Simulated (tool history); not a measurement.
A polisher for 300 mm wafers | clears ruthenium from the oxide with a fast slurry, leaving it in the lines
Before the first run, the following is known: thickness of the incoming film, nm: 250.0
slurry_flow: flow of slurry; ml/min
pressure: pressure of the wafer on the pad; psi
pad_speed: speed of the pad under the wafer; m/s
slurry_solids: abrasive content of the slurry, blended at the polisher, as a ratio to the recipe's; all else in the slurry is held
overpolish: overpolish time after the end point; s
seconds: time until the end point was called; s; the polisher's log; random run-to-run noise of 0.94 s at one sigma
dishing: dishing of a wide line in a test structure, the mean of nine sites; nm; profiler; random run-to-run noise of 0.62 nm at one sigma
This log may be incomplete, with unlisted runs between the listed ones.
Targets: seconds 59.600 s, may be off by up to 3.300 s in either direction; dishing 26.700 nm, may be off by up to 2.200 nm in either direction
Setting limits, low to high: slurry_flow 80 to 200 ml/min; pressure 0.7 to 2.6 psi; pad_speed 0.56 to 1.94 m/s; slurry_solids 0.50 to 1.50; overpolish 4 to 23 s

run	hour	slurry_flow	pressure	pad_speed	slurry_solids	overpolish	seconds	dishing
1	0.0	130	1.6	1.24	1.00	12	95.693	28.478
2	4.2	130	1.6	0.92	1.00	12	124.990	21.628
3	10.9	160	1.6	0.92	1.00	12	121.260	23.797
4	19.4	160	1.6	0.92	1.00	7	121.850	13.821
5	22.5	160	1.6	0.92	1.00	10	122.600	18.669
6	27.1	160	1.9	0.92	1.00	10	103.240	22.036
7	28.6	160	2.1	0.96	1.00	9	88.522	22.950
8	36.9	160	2.2	1.00	1.00	8	83.507	21.095
9	43.2	160	2.3	1.04	1.00	8	78.037	23.729
10	48.8	160	2.4	1.08	1.00	8	70.918	25.462
11	55.2	160	2.4	1.10	1.00	8	68.874	25.431
12	58.7	160	2.4	1.12	1.00	8	66.682	26.571
13	62.0	165	2.6	1.12	1.00	6	64.270	21.057
14	67.8	165	2.6	1.14	1.00	6	63.693	22.568
15	69.2	165	2.6	1.16	1.00	6	62.235	22.422
16	74.7	165	2.6	1.18	1.00	6	58.455	22.944

Which single option among these 4 for the next run brings every result within its allowed miss of target? Just one does.
A	80.2	150	2.6	1.42	0.85	5	?	?
B	80.2	165	2.6	1.20	1.00	5	?	?
C	80.2	180	2.6	1.04	1.10	5	?	?
D	80.2	160	2.6	1.16	1.05	7	?	?

move	seconds	dishing
A	56.435	21.231
B	59.496	20.179
C	63.967	18.816
D	60.167	27.549
A: the biggest miss grows against the last run
B: the biggest miss grows against the last run
C: the biggest miss grows against the last run
D: in spec on every target
The right move is D.
